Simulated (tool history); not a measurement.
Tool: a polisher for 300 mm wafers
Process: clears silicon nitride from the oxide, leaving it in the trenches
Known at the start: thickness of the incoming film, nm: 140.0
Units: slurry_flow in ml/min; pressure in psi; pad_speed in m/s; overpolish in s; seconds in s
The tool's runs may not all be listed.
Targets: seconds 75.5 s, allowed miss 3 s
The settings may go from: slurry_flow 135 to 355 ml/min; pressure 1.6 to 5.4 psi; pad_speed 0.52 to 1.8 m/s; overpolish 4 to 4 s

Run 1, hour 0: slurry_flow 225 ml/min, pressure 3.5 psi, pad_speed 1.16 m/s, overpolish 4 s. Result: seconds 103.83 s.
Run 2, hour 0.9: slurry_flow 205 ml/min, pressure 3.5 psi, pad_speed 1.16 m/s, overpolish 4 s. Result: seconds 104.45 s.
Run 3, hour 2.3: slurry_flow 205 ml/min, pressure 3.8 psi, pad_speed 1.16 m/s, overpolish 4 s. Result: seconds 94.101 s.
Run 4, hour 10.3: slurry_flow 205 ml/min, pressure 3.8 psi, pad_speed 1.16 m/s, overpolish 4 s. Result: seconds 95.483 s.
Run 5, hour 14.1: slurry_flow 205 ml/min, pressure 3.4 psi, pad_speed 1.16 m/s, overpolish 4 s. Result: seconds 107.42 s.
Run 6, hour 17.2: slurry_flow 205 ml/min, pressure 3.8 psi, pad_speed 1.16 m/s, overpolish 4 s. Result: seconds 93.549 s.
Run 7, hour 23.7: slurry_flow 205 ml/min, pressure 3.8 psi, pad_speed 1.16 m/s, overpolish 4 s. Result: seconds 92.753 s.
Run 8, hour 29.5: slurry_flow 205 ml/min, pressure 4 psi, pad_speed 1.16 m/s, overpolish 4 s. Result: seconds 90.023 s.
Run 9, hour 33: slurry_flow 205 ml/min, pressure 4.2 psi, pad_speed 1.16 m/s, overpolish 4 s. Result: seconds 88.186 s.
Run 10, hour 37.3: slurry_flow 205 ml/min, pressure 4.4 psi, pad_speed 1.16 m/s, overpolish 4 s. Result: seconds 83.172 s.
Run 11, hour 41.4: slurry_flow 205 ml/min, pressure 4.5 psi, pad_speed 1.16 m/s, overpolish 4 s. Result: seconds 80.886 s.
Run 12, hour 49.2: slurry_flow 205 ml/min, pressure 4.6 psi, pad_speed 1.16 m/s, overpolish 4 s. Result: seconds 79.628 s.

4 next moves are on the table. One of them brings every result within its allowed miss. Which?
Run A, hour 57: slurry_flow 205 ml/min, pressure 4.4 psi, pad_speed 1.16 m/s, overpolish 4 s. Result: seconds ?.
Run B, hour 57: slurry_flow 195 ml/min, pressure 4.3 psi, pad_speed 1.06 m/s, overpolish 4 s. Result: seconds ?.
Run C, hour 57: slurry_flow 235 ml/min, pressure 3.3 psi, pad_speed 1.8 m/s, overpolish 4 s. Result: seconds ?.
Run D, hour 57: slurry_flow 180 ml/min, pressure 4.4 psi, pad_speed 1.18 m/s, overpolish 4 s. Result: seconds ?.

move  seconds
   A   81.515
   B   89.412
   C   75.988
   D   81.781
A: further off than the last run
B: further off than the last run
C: meets every target
D: further off than the last run
Answer: C

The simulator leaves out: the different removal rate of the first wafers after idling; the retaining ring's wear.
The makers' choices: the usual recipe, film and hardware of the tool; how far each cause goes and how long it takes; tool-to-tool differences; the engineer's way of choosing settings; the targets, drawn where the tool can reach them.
